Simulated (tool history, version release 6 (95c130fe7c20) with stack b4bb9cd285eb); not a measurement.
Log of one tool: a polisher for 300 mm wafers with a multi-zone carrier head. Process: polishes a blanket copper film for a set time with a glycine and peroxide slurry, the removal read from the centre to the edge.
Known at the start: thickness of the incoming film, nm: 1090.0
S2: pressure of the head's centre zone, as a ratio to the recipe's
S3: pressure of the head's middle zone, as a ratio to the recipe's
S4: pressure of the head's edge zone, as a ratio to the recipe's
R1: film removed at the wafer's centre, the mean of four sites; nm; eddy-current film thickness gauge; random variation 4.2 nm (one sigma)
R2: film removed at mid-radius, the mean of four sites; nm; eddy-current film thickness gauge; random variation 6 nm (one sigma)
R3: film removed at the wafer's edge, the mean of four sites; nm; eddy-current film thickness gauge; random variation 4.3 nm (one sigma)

run 1 hour=0.0 | flow_of_slurry_(ml/min)=225 S2=1.00 S3=1.00 S4=1.00 polishing_time_(s)=66 | R1=446.75 R2=447.83 R3=457.83
run 2 hour=4.1 | flow_of_slurry_(ml/min)=225 S2=1.00 S3=0.95 S4=1.00 polishing_time_(s)=66 | R1=446.54 R2=438.48 R3=457.53
run 3 hour=9.0 | flow_of_slurry_(ml/min)=225 S2=1.00 S3=0.91 S4=1.00 polishing_time_(s)=66 | R1=447.02 R2=421.06 R3=461.99
run 4 hour=14.7 | flow_of_slurry_(ml/min)=180 S2=1.00 S3=0.91 S4=1.00 polishing_time_(s)=66 | R1=437.12 R2=416.57 R3=453.96
run 5 hour=21.0 | flow_of_slurry_(ml/min)=180 S2=0.92 S3=0.91 S4=1.00 polishing_time_(s)=66 | R1=418.35 R2=398.88 R3=450.57
run 6 hour=26.8 | flow_of_slurry_(ml/min)=180 S2=0.92 S3=0.91 S4=1.00 polishing_time_(s)=55 | R1=346.13 R2=339.33 R3=382.02
run 7 hour=28.0 | flow_of_slurry_(ml/min)=190 S2=0.98 S3=0.90 S4=1.00 polishing_time_(s)=57 | R1=372.41 R2=351.42 R3=386.94
run 8 hour=36.2 | flow_of_slurry_(ml/min)=200 S2=1.02 S3=0.89 S4=1.01 polishing_time_(s)=59 | R1=405.62 R2=372.17 R3=409.47
run 9 hour=36.9 | flow_of_slurry_(ml/min)=265 S2=1.12 S3=0.90 S4=1.07 polishing_time_(s)=60 | R1=447.99 R2=372.91 R3=430.32
run 10 hour=41.9 | flow_of_slurry_(ml/min)=265 S2=1.13 S3=0.92 S4=1.07 polishing_time_(s)=61 | R1=459.03 R2=392.17 R3=440.66
run 11 hour=49.2 | flow_of_slurry_(ml/min)=265 S2=1.14 S3=0.93 S4=1.07 polishing_time_(s)=62 | R1=472.39 R2=411.08 R3=450.16

Run 12 comes next. What will it give?
run 12 hour=53.9 | flow_of_slurry_(ml/min)=265 S2=1.14 S3=0.93 S4=1.07 polishing_time_(s)=62 | R1=? R2=? R3=?

{"run 12": {"R1": 469.71, "R2": 404.47, "R3": 452.3}}

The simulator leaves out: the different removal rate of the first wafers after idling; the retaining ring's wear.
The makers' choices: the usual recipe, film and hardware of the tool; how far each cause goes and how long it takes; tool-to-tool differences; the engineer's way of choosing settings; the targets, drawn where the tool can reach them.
